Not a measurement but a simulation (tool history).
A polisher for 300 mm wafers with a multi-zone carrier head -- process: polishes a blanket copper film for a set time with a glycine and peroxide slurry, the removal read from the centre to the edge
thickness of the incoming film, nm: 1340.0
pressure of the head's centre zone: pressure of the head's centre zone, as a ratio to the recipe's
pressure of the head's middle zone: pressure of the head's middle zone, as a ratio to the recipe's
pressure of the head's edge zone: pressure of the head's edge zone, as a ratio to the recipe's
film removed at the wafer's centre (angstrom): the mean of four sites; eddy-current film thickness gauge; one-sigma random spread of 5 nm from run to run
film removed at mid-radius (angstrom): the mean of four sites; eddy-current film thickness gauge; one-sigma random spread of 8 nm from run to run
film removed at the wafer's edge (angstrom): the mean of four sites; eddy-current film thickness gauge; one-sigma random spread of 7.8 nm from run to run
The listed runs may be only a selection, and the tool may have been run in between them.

run    day  flow of slurry (ml/min)  pressure of the head's centre zone  pressure of the head's middle zone  pressure of the head's edge zone  polishing time (s)  film removed at the wafer's centre (angstrom)  film removed at mid-radius (angstrom)  film removed at the wafer's edge (angstrom)
  1      0                      145                                   1                                   1                                 1                  89                                         5505.9                                 5545.1                                       5379.5
  2  0.092                      145                                   1                                1.08                                 1                  89                                         5500.1                                   5988                                       5573.4
  3  0.417                      160                                1.02                                 1.1                              1.06                  90                                         5781.6                                 6107.6                                       5683.1
  4  0.504                      160                                1.02                                 1.1                              1.13                  90                                         5739.7                                 6188.6                                       5962.6
  5  0.775                      165                                1.02                                1.11                              1.15                  93                                         6003.9                                 6438.5                                       6310.4
  6  1.058                      195                                1.02                                1.11                              1.15                  93                                         6114.4                                 6386.1                                       6464.5

Predict the results of run 7:
  7  1.354                      195                                1.02                                1.13                              1.16                  94                                              ?                                      ?                                            ?

film removed at the wafer's centre (angstrom): 6144.8
film removed at mid-radius (angstrom): 6751.8
film removed at the wafer's edge (angstrom): 6385.7
